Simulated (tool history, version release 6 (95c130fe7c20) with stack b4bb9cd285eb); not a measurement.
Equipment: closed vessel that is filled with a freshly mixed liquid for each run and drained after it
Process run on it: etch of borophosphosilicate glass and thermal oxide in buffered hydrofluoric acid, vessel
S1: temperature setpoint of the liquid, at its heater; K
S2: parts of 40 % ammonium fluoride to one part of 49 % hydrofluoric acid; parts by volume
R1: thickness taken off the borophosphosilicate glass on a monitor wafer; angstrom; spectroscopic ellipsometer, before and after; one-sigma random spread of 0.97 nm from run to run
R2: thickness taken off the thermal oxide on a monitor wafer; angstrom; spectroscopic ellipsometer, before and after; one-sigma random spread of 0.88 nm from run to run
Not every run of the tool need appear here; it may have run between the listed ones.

Run 1, day 0.000: S1 298.15 K, S2 10.0 parts by volume, time in the liquid (s) 60. Result: R1 1173.90 angstrom, R2 635.32 angstrom.
Run 2, day 0.179: S1 299.65 K, S2 9.0 parts by volume, time in the liquid (s) 60. Result: R1 1362.30 angstrom, R2 735.70 angstrom.
Run 3, day 0.492: S1 299.65 K, S2 9.0 parts by volume, time in the liquid (s) 45. Result: R1 1022.70 angstrom, R2 555.52 angstrom.
Run 4, day 0.558: S1 299.65 K, S2 11.0 parts by volume, time in the liquid (s) 45. Result: R1 870.66 angstrom, R2 475.52 angstrom.
Run 5, day 0.904: S1 299.65 K, S2 11.0 parts by volume, time in the liquid (s) 30. Result: R1 579.26 angstrom, R2 317.99 angstrom.
Run 6, day 1.162: S1 300.65 K, S2 10.0 parts by volume, time in the liquid (s) 35. Result: R1 778.17 angstrom, R2 425.35 angstrom.
Run 7, day 1.471: S1 304.65 K, S2 7.0 parts by volume, time in the liquid (s) 55. Result: R1 2136.10 angstrom, R2 1162.90 angstrom.
Run 8, day 1.592: S1 304.65 K, S2 6.5 parts by volume, time in the liquid (s) 55. Result: R1 2271.00 angstrom, R2 1232.80 angstrom.

What will run 9 give?
Run 9, day 1.888: S1 305.15 K, S2 6.0 parts by volume, time in the liquid (s) 55. Result: R1 ?, R2 ?.

Run 9 yielded R1 2512.40 angstrom, R2 1359.30 angstrom.
